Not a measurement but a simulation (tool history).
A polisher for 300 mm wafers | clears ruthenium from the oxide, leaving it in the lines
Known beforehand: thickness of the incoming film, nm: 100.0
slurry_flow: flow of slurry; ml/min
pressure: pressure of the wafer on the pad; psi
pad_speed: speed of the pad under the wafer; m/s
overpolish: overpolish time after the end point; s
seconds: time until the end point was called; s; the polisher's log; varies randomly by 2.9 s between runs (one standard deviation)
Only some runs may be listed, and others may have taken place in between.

run	hour	slurry_flow	pressure	pad_speed	overpolish	seconds
1	0.0	205	2.5	0.86	3	95.791
2	3.5	205	2.5	1.00	3	83.578
3	10.5	200	2.1	0.84	3	115.680
4	18.9	200	2.1	0.62	3	155.790
# hour 23.7: head pressure recalibrated
5	23.7	200	2.6	0.62	3	118.440
6	26.3	200	2.2	0.60	3	143.310
7	33.3	200	1.9	0.58	3	169.670

Run 8 comes next. What will it give?
8	38.0	200	1.7	0.56	3	?

Logged for run 8: seconds 200.850 s.
